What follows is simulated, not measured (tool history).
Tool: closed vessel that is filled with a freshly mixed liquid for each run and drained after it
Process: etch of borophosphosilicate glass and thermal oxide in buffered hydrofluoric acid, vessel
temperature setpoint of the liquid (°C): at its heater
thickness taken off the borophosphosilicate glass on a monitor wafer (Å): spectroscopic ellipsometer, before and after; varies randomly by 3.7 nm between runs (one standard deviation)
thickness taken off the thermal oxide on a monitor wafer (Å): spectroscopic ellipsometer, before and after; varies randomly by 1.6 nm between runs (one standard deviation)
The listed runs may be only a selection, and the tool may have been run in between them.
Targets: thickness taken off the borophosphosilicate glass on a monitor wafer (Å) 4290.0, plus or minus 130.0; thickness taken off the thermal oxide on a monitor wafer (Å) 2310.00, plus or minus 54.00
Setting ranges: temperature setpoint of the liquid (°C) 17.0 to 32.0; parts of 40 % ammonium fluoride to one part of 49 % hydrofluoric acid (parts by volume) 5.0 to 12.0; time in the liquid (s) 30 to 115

run,hour,temperature setpoint of the liquid (°C),parts of 40 % ammonium fluoride to one part of 49 % hydrofluoric acid (parts by volume),time in the liquid (s),thickness taken off the borophosphosilicate glass on a monitor wafer (Å),thickness taken off the thermal oxide on a monitor wafer (Å)
1,0.0,24.0,7.0,60,1691.9,906.68
2,7.4,24.0,9.0,60,1284.2,699.63
3,12.8,26.5,7.5,65,1931.8,1064.80
4,17.4,28.0,6.5,70,2624.5,1422.10
5,18.6,28.0,5.0,70,3306.6,1791.30
6,24.7,28.0,6.0,70,2817.5,1509.30
7,27.6,28.0,6.0,70,2773.9,1517.90
8,34.7,29.0,5.5,70,3195.5,1704.00

Below are 4 possible settings for the next run. Only one of them brings all results inside the allowed miss of their targets. Which is it?
A,41.8,30.0,5.5,95,?,?
B,41.8,32.0,5.5,85,?,?
C,41.8,30.5,5.0,80,?,?
D,41.8,28.5,5.0,95,?,?

move,thickness taken off the borophosphosilicate glass on a monitor wafer (Å),thickness taken off the thermal oxide on a monitor wafer (Å)
A,4569.2,2474.80
B,4530.0,2456.70
C,4288.7,2318.00
D,4592.7,2478.60
A: takes the result that was furthest off past its target
B: takes the result that was furthest off past its target
C: hits every target within its allowed miss
D: takes the result that was furthest off past its target
The move that meets every target is C.
